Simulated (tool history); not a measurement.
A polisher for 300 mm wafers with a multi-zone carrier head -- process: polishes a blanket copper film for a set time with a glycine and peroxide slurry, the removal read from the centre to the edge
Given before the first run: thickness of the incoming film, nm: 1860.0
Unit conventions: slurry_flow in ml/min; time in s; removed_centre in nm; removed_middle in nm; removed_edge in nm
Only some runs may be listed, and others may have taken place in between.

run	day	slurry_flow	centre_zone	middle_zone	edge_zone	time	removed_centre	removed_middle	removed_edge
1	0	290	1	1	1	32	123.16	120.6	119
2	0.025	230	1	1	1	32	118.08	118.54	120.24
3	0.312	250	0.97	1.01	0.96	28	102.41	106.07	103.07
4	0.371	250	0.91	1.01	0.96	28	98.215	105.02	102.75
5	0.558	255	0.89	1.02	0.93	26	90.785	98.316	93.479
6	0.871	255	0.89	1.06	0.93	26	90.044	101.96	94.091
7	1.008	255	0.86	1.06	0.83	19	64.448	74.418	64.846

For run 8, what comes out?
8	1.3	265	0.87	1.08	0.86	19	?	?	?

removed_centre: 63.179 nm
removed_middle: 77.215 nm
removed_edge: 66.789 nm

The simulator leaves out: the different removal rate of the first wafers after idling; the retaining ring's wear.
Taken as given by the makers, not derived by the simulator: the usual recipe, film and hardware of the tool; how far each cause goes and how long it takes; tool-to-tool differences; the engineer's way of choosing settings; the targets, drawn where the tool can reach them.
